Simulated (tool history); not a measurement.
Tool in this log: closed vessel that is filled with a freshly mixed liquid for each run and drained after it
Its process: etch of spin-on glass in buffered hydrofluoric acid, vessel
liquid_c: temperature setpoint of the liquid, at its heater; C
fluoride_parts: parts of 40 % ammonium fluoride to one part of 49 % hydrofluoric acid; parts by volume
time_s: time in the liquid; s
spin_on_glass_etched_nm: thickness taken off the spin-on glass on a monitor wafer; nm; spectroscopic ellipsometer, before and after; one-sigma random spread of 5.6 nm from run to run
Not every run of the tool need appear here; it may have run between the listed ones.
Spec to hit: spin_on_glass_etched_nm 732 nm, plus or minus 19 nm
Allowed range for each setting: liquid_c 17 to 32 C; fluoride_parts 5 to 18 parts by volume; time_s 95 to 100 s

| run | hour | liquid_c | fluoride_parts | time_s | spin_on_glass_etched_nm |
|---|---|---|---|---|---|
| 1 | 0 | 24 | 11 | 95 | 365.58 |
| 2 | 2.5 | 24 | 9 | 95 | 424.03 |
| 3 | 5.1 | 24 | 12 | 95 | 334.9 |
| 4 | 9.6 | 27 | 12 | 95 | 393.25 |
| 5 | 11.4 | 27.5 | 11.5 | 95 | 428.48 |
| 6 | 15.9 | 28 | 11 | 95 | 455.8 |
| 7 | 21.7 | 32 | 7.5 | 95 | 801.07 |
| 8 | 25.6 | 31 | 7.5 | 95 | 756.25 |

Below are 4 possible settings for the next run. Only one of them brings all results inside the allowed miss of their targets. Which is it?
| A | 29.5 | 31.5 | 7.5 | 95 | ? |
| B | 29.5 | 31 | 7.5 | 100 | ? |
| C | 29.5 | 31.5 | 8 | 95 | ? |
| D | 29.5 | 30.5 | 7.5 | 100 | ? |

| move | spin_on_glass_etched_nm |
|---|---|
| A | 773.49 |
| B | 793.32 |
| C | 721.42 |
| D | 772.92 |
A: the biggest miss grows against the last run
B: the biggest miss grows against the last run
C: meets every target
D: the biggest miss grows against the last run
C is the move that brings every result within its allowed miss.
